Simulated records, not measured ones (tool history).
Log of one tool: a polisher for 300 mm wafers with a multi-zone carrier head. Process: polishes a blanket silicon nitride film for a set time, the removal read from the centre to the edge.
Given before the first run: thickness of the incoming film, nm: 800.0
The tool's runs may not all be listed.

run,hour,flow of slurry (ml/min),pressure of the head's centre zone,pressure of the head's middle zone,pressure of the head's edge zone,polishing time (s),film removed at the wafer's centre (nm),film removed at mid-radius (nm),film removed at the wafer's edge (nm)
1,0,275,1,1,1,44,101.84,103.12,102.52
2,4.4,275,1,1,1,52,119.56,122.58,122.05
3,11.1,305,1,1,1,52,122.03,124.15,120
4,17.2,310,0.98,0.98,0.99,51,114.72,118.3,119.93
5,20.2,310,0.98,0.98,0.98,50,113.63,117.19,117.55
6,23.4,310,0.98,0.98,0.98,42,96.92,98.079,97.523
7,27,310,0.98,0.97,0.98,42,96.812,98.36,99.772

Run 8, settings as shown, results not yet in. Your forecast:
8,27.9,305,0.98,0.97,0.97,42,?,?,?

film removed at the wafer's centre (nm): 96.958
film removed at mid-radius (nm): 98.882
film removed at the wafer's edge (nm): 98.424
